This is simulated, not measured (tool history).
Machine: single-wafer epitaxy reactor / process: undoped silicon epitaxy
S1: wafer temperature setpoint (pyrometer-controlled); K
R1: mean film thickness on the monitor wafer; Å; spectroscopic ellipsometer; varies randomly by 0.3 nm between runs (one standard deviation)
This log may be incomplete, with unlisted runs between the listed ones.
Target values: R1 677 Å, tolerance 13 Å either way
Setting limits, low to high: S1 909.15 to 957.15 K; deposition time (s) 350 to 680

Run 1, day 0: S1 933.15 K, deposition time (s) 515. Result: R1 1085.2 Å.
Run 2, day 0.083: S1 943.15 K, deposition time (s) 515. Result: R1 1302 Å.
Run 3, day 0.325: S1 943.15 K, deposition time (s) 480. Result: R1 1221.9 Å.
Run 4, day 0.5: S1 939.15 K, deposition time (s) 479. Result: R1 1128.8 Å.
Run 5, day 0.704: S1 936.15 K, deposition time (s) 478. Result: R1 1056.9 Å.
Run 6, day 0.85: S1 930.15 K, deposition time (s) 478. Result: R1 948.24 Å.
Run 7, day 1.196: S1 928.15 K, deposition time (s) 478. Result: R1 913.17 Å.
Run 8, day 1.567: S1 916.15 K, deposition time (s) 475. Result: R1 719.65 Å.
Run 9, day 1.858: S1 914.15 K, deposition time (s) 475. Result: R1 691.57 Å.

Which single option among these 4 for the next run brings every result within its allowed miss of target? Just one does.
Run A, day 2.15: S1 921.15 K, deposition time (s) 435. Result: R1 ?.
Run B, day 2.15: S1 918.15 K, deposition time (s) 431. Result: R1 ?.
Run C, day 2.15: S1 918.15 K, deposition time (s) 414. Result: R1 ?.
Run D, day 2.15: S1 915.15 K, deposition time (s) 480. Result: R1 ?.

move      R1
   A  725.37
   B  678.37
   C  651.61
   D  712.86
A: misses by more than the last run did
B: hits every target within its allowed miss
C: takes the biggest miss from the last run beyond its target
D: misses by more than the last run did
B meets every target.

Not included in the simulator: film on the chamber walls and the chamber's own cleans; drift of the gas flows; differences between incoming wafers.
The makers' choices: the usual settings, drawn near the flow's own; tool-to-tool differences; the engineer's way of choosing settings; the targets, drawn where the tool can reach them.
